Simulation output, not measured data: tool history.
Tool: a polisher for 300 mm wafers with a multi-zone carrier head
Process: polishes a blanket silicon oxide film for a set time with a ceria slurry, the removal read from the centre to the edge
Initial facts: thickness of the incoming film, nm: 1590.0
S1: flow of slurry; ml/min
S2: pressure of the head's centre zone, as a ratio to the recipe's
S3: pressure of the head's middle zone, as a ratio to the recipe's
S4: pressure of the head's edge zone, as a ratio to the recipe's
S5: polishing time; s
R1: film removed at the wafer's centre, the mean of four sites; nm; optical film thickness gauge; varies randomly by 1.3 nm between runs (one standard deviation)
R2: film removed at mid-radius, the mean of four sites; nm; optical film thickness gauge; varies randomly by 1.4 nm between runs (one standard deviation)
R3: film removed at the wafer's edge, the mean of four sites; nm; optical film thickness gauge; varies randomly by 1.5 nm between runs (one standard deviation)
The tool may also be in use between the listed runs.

| run | day | S1 | S2 | S3 | S4 | S5 | R1 | R2 | R3 |
|---|---|---|---|---|---|---|---|---|---|
| 1 | 0.000 | 200 | 1.00 | 1.00 | 1.00 | 68 | 368.66 | 371.80 | 360.79 |
| 2 | 0.283 | 185 | 0.97 | 0.97 | 0.97 | 61 | 322.54 | 320.61 | 310.07 |
| 3 | 0.538 | 185 | 1.00 | 0.97 | 0.97 | 61 | 328.15 | 319.16 | 312.95 |
| 4 | 0.833 | 150 | 1.00 | 0.97 | 0.97 | 61 | 314.18 | 303.41 | 299.32 |
| 5 | 1.108 | 170 | 1.00 | 0.97 | 0.97 | 61 | 322.53 | 314.63 | 309.33 |
| 6 | 1.358 | 160 | 0.97 | 0.95 | 0.98 | 55 | 278.80 | 276.26 | 279.62 |
| 7 | 1.475 | 155 | 0.95 | 0.93 | 0.96 | 51 | 248.72 | 244.51 | 250.31 |
| 8 | 1.538 | 150 | 0.92 | 0.91 | 0.94 | 49 | 232.85 | 233.36 | 238.33 |

Run 9, settings as shown, results not yet in. Your forecast:
| 9 | 1.642 | 150 | 0.92 | 0.91 | 0.94 | 49 | ? | ? | ? |

R1: 230.93 nm
R2: 231.37 nm
R3: 242.37 nm
